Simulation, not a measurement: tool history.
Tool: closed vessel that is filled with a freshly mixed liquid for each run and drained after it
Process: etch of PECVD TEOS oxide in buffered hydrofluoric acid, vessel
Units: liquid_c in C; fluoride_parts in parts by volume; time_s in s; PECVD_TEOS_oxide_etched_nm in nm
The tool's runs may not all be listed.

{"run": 1, "day": 0.0, "liquid_c": 23.0, "fluoride_parts": 16.0, "time_s": 30, "PECVD_TEOS_oxide_etched_nm": 26.59}
{"run": 2, "day": 0.329, "liquid_c": 23.0, "fluoride_parts": 13.5, "time_s": 30, "PECVD_TEOS_oxide_etched_nm": 31.573}
{"run": 3, "day": 0.625, "liquid_c": 23.0, "fluoride_parts": 17.0, "time_s": 30, "PECVD_TEOS_oxide_etched_nm": 25.479}
{"run": 4, "day": 0.675, "liquid_c": 25.0, "fluoride_parts": 15.0, "time_s": 30, "PECVD_TEOS_oxide_etched_nm": 31.979}
{"run": 5, "day": 0.896, "liquid_c": 25.0, "fluoride_parts": 18.0, "time_s": 30, "PECVD_TEOS_oxide_etched_nm": 26.807}
{"day": 0.975, "done": "thermometer replaced"}
{"run": 6, "day": 0.975, "liquid_c": 25.0, "fluoride_parts": 14.5, "time_s": 30, "PECVD_TEOS_oxide_etched_nm": 29.371}
{"run": 7, "day": 1.292, "liquid_c": 26.5, "fluoride_parts": 12.0, "time_s": 30, "PECVD_TEOS_oxide_etched_nm": 38.811}
{"run": 8, "day": 1.454, "liquid_c": 27.5, "fluoride_parts": 11.0, "time_s": 30, "PECVD_TEOS_oxide_etched_nm": 43.851}

Run 9 comes next. What will it give?
{"run": 9, "day": 1.675, "liquid_c": 27.5, "fluoride_parts": 11.0, "time_s": 30, "PECVD_TEOS_oxide_etched_nm": "?"}

PECVD_TEOS_oxide_etched_nm: 43.735 nm
